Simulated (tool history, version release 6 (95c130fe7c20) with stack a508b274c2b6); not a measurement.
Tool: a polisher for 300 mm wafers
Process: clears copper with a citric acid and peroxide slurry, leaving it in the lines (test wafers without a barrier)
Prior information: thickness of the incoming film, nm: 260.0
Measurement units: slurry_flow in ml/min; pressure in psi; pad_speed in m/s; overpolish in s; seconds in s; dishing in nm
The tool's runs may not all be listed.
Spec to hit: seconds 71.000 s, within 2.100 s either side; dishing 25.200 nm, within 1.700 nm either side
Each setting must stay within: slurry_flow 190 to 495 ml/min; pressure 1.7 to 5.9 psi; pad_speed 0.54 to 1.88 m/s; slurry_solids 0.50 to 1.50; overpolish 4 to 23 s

run	hour	slurry_flow	pressure	pad_speed	slurry_solids	overpolish	seconds	dishing
1	0.0	320	3.8	1.20	1.00	12	100.510	23.058
2	5.1	320	3.8	0.96	1.00	12	124.050	18.696
3	6.0	320	3.2	0.96	1.00	12	140.110	17.447
4	9.7	320	3.2	0.96	0.90	12	137.340	17.582
5	17.8	325	4.0	1.00	0.90	11	117.510	18.350
6	18.6	325	4.5	1.06	0.90	11	105.080	21.678
7	24.9	330	4.9	1.12	0.95	10	93.185	22.745
8	30.9	330	5.9	1.24	0.95	7	73.762	19.422
9	37.7	330	5.9	1.24	0.95	8	74.198	21.452
10	43.9	330	5.9	1.26	0.95	8	72.742	22.498

Next run, 4 choices. One meets every target within its allowed miss, the rest don't. Which?
A	50.1	405	5.6	1.26	0.95	9	?	?
B	50.1	345	5.9	1.36	1.00	7	?	?
C	50.1	345	5.6	1.26	0.90	8	?	?
D	50.1	290	5.9	1.30	1.00	9	?	?

move	seconds	dishing
A	74.450	23.636
B	66.809	20.679
C	75.797	20.812
D	70.645	24.836
A: the furthest-off result lands on target, but another misses its tolerance
B: its largest miss is bigger than the last run's
C: its largest miss is bigger than the last run's
D: in spec on every target
Go with D: it meets all targets.
